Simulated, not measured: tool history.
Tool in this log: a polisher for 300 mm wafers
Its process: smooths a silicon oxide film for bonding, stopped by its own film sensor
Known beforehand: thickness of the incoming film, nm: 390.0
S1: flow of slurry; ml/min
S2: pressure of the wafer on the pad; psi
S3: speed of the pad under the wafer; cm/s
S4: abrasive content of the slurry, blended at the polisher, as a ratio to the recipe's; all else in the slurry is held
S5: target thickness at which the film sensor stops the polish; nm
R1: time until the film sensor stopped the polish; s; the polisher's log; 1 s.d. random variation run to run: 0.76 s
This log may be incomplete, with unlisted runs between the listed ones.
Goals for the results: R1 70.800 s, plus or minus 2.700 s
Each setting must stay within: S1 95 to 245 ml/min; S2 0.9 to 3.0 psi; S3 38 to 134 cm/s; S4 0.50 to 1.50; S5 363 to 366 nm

run	day	S1	S2	S3	S4	S5	R1
1	0.000	155	1.9	86	1.00	363	49.117
2	0.354	155	1.9	86	1.00	363	50.130
3	0.604	185	1.9	86	1.00	363	48.543
4	0.725	185	1.8	86	1.00	363	50.776
5	1.004	185	1.8	66	1.00	363	57.782
6	1.217	185	2.2	66	1.00	363	46.410
7	1.533	180	2.1	66	1.00	363	49.679
8	1.896	175	2.0	66	1.00	363	52.018
9	2.075	175	1.9	66	1.00	363	54.792
10	2.188	175	1.8	66	1.00	363	57.660
11	2.383	175	1.7	66	1.00	363	59.768
12	2.567	175	1.6	66	1.00	363	63.714

Of the 5 settings listed for the next run, only one would bring every result within its allowed miss of target. Which one?
A	2.750	155	1.2	56	1.05	366	?
B	2.750	180	1.5	62	1.00	365	?
C	2.750	155	1.7	64	0.70	364	?
D	2.750	200	1.4	58	1.05	366	?
E	2.750	175	1.5	70	0.85	366	?

move	R1
A	79.847
B	64.806
C	70.620
D	65.919
E	63.361
A: pushes the last run's worst result past its target
B: better than the last run, though not everything is in spec
C: every result within its allowed miss
D: better than the last run, though not everything is in spec
E: about as far from the targets as the last run
Answer: C
